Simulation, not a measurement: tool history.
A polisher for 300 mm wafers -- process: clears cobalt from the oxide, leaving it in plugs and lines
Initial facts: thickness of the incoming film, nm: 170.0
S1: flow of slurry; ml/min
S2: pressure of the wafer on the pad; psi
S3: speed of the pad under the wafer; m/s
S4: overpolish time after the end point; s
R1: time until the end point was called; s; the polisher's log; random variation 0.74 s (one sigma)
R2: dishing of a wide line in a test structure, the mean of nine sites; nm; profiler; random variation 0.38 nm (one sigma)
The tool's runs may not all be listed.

Run 1, hour 0.0: S1 265 ml/min, S2 2.1 psi, S3 0.98 m/s, S4 12 s. Result: R1 26.512 s, R2 30.417 nm.
Run 2, hour 3.0: S1 265 ml/min, S2 1.9 psi, S3 0.96 m/s, S4 13 s. Result: R1 28.795 s, R2 30.870 nm.
Run 3, hour 7.5: S1 290 ml/min, S2 1.9 psi, S3 0.96 m/s, S4 13 s. Result: R1 30.020 s, R2 31.010 nm.
Run 4, hour 13.3: S1 295 ml/min, S2 1.8 psi, S3 0.96 m/s, S4 14 s. Result: R1 31.879 s, R2 31.253 nm.
Run 5, hour 19.7: S1 295 ml/min, S2 1.6 psi, S3 0.96 m/s, S4 14 s. Result: R1 35.020 s, R2 29.892 nm.
Run 6, hour 24.0: S1 295 ml/min, S2 1.6 psi, S3 0.96 m/s, S4 11 s. Result: R1 35.020 s, R2 27.026 nm.

Forecast run 7:
Run 7, hour 27.4: S1 295 ml/min, S2 1.6 psi, S3 0.96 m/s, S4 12 s. Result: R1 ?, R2 ?.

{"run 7": {"R1": 34.338, "R2": 28.198}}

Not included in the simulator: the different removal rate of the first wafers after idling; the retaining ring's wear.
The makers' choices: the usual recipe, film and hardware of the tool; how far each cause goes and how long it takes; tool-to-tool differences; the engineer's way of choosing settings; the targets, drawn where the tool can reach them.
